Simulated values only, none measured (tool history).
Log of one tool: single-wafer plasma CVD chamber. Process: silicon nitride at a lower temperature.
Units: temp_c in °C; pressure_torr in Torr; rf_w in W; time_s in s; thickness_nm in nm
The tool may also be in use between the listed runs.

run  hour  temp_c  pressure_torr  rf_w  time_s  thickness_nm
  1   0.0     335           1.78   275    21.8        24.935
  2   3.7     335           1.78   275    20.9        23.827
  3   7.7     335           1.66   270    20.9        23.116
  4  12.2     335           1.97   270    20.9        23.544
  5  20.3     335           2.27   270    20.9        24.316
  6  21.1     335           2.27   270    20.9        24.209
  7  25.3     335           2.22   255    20.9        23.038
  8  26.4     335           2.17   245    20.9        22.058

Run 9 comes next. What will it give?
  9  27.8     335           2.13   240    20.9             ?

{"run 9": {"thickness_nm": 21.432}}
